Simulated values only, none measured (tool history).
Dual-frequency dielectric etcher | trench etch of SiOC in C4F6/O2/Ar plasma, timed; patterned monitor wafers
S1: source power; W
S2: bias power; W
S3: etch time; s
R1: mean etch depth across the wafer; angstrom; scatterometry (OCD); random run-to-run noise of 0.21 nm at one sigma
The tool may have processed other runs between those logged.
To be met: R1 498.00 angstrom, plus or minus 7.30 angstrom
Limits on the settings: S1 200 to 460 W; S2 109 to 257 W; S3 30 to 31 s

run,hour,S1,S2,S3,R1
1,0.0,330,183,30,590.13
2,2.5,330,183,31,608.27
3,11.0,300,183,31,585.36
4,18.8,300,210,31,615.52
5,27.0,280,200,31,588.05
6,33.2,260,193,31,553.84
7,38.2,250,192,31,543.75
8,45.5,240,192,31,537.05
9,51.7,200,173,31,467.00
10,53.4,210,173,31,480.66

Exercise: of the 5 proposed moves below, exactly one satisfies all targets within the stated allowed misses. Which move is it?
A,55.1,200,231,30,?
B,55.1,200,199,31,?
C,55.1,230,183,31,?
D,55.1,230,189,31,?
E,55.1,210,209,31,?

move,R1
A,510.49
B,496.50
C,514.86
D,521.54
E,519.10
A: the result that was furthest off in the last run now lies on the other side of its target
B: every result within its allowed miss
C: the result that was furthest off in the last run now lies on the other side of its target
D: the result that was furthest off in the last run now lies on the other side of its target
E: the result that was furthest off in the last run now lies on the other side of its target
B meets every target.

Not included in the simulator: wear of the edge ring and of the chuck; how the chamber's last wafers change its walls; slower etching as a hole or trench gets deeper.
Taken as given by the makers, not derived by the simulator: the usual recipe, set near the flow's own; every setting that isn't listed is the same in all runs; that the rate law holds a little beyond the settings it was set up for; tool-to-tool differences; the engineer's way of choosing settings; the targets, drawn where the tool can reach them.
